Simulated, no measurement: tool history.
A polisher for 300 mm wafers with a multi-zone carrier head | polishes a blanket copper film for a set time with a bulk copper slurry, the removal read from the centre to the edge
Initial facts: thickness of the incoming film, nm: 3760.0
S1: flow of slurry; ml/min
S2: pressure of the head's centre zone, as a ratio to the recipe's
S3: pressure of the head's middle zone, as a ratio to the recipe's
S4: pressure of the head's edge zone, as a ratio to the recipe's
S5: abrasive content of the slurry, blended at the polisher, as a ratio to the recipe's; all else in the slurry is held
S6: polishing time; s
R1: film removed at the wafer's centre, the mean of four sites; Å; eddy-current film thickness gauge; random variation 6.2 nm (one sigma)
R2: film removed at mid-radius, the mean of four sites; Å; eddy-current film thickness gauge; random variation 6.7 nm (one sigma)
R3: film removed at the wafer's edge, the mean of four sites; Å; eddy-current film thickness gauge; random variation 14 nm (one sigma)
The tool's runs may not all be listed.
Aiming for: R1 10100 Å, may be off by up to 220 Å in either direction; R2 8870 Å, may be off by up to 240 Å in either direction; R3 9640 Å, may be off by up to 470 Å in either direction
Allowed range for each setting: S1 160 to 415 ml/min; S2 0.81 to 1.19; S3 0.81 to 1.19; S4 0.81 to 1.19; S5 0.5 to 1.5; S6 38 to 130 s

Run 1, day 0: S1 265 ml/min, S2 1, S3 1, S4 1, S5 1, S6 84 s. Result: R1 7143.9 Å, R2 7278.2 Å, R3 7397.4 Å.
Run 2, day 0.362: S1 310 ml/min, S2 1, S3 1, S4 1, S5 1, S6 84 s. Result: R1 7254.3 Å, R2 7443 Å, R3 7235.7 Å.
Run 3, day 0.538: S1 265 ml/min, S2 1, S3 1, S4 1, S5 1, S6 84 s. Result: R1 7069.1 Å, R2 7218.7 Å, R3 7392.1 Å.
Run 4, day 0.817: S1 250 ml/min, S2 1.06, S3 1.02, S4 1.04, S5 1.15, S6 86 s. Result: R1 7906.6 Å, R2 7713 Å, R3 7722 Å.
Run 5, day 1.05: S1 220 ml/min, S2 1.06, S3 1.02, S4 1.04, S5 1.15, S6 86 s. Result: R1 7724.6 Å, R2 7780.4 Å, R3 7625.9 Å.
Run 6, day 1.108: S1 220 ml/min, S2 1.06, S3 0.96, S4 1.04, S5 1.15, S6 86 s. Result: R1 7849.6 Å, R2 7285.5 Å, R3 7771.9 Å.
Run 7, day 1.138: S1 210 ml/min, S2 1.08, S3 0.96, S4 1.08, S5 1.25, S6 90 s. Result: R1 8394.2 Å, R2 7775.1 Å, R3 8376 Å.
Run 8, day 1.292: S1 235 ml/min, S2 1.1, S3 0.97, S4 1.11, S5 1.35, S6 91 s. Result: R1 8861 Å, R2 8137.3 Å, R3 8876.8 Å.
Run 9, day 1.475: S1 260 ml/min, S2 1.13, S3 0.98, S4 1.13, S5 1.4, S6 91 s. Result: R1 9463.5 Å, R2 8361.2 Å, R3 9023 Å.
Run 10, day 1.617: S1 280 ml/min, S2 1.13, S3 0.99, S4 1.15, S5 1.45, S6 91 s. Result: R1 9711.1 Å, R2 8547.6 Å, R3 9139.7 Å.
Run 11, day 1.683: S1 280 ml/min, S2 1.13, S3 0.99, S4 1.15, S5 1.45, S6 91 s. Result: R1 9658.5 Å, R2 8655.6 Å, R3 9358.3 Å.
Run 12, day 1.708: S1 295 ml/min, S2 1.13, S3 0.99, S4 1.16, S5 1.45, S6 91 s. Result: R1 9702.8 Å, R2 8690.9 Å, R3 9342.9 Å.
Run 13, day 1.829: S1 305 ml/min, S2 1.14, S3 0.99, S4 1.17, S5 1.45, S6 91 s. Result: R1 9714.8 Å, R2 8751.8 Å, R3 9334 Å.

Pick the move, out of 4, that brings all results within their allowed miss; only one does.
Run A, day 1.95: S1 370 ml/min, S2 1.07, S3 0.93, S4 1.19, S5 1.45, S6 92 s. Result: R1 ?, R2 ?, R3 ?.
Run B, day 1.95: S1 265 ml/min, S2 1.05, S3 0.93, S4 1.19, S5 1.45, S6 96 s. Result: R1 ?, R2 ?, R3 ?.
Run C, day 1.95: S1 310 ml/min, S2 1.12, S3 1.02, S4 1.19, S5 1.45, S6 88 s. Result: R1 ?, R2 ?, R3 ?.
Run D, day 1.95: S1 325 ml/min, S2 1.15, S3 1, S4 1.19, S5 1.45, S6 92 s. Result: R1 ?, R2 ?, R3 ?.

move      R1      R2      R3
   A  9518.6  8493.1  9661.5
   B    9392  8572.7  9827.3
   C  9371.1  8637.5  9116.7
   D   10111  8919.9  9567.4
A: its largest miss is bigger than the last run's
B: its largest miss is bigger than the last run's
C: its largest miss is bigger than the last run's
D: all results in spec
D is the move that brings every result within its allowed miss.
